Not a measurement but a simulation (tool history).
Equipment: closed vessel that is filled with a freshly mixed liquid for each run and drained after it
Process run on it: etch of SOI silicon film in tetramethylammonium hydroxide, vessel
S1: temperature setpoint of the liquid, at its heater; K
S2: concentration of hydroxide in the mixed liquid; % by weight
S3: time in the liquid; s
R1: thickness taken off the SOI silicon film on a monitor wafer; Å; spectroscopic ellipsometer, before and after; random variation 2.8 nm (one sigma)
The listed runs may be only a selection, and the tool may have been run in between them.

run	day	S1	S2	S3	R1
1	0	349.15	9.5	95	11312
2	0.221	349.15	8	95	12014
3	0.412	349.15	8	95	11988
4	0.771	347.65	8	95	11039
5	1.142	346.15	8	95	10069
6	1.317	346.15	9	95	9810.4
7	1.65	345.15	9	95	9267.5

The next listed run, before its measurement:
8	1.883	344.15	9	95	?

R1: 8830.3 Å
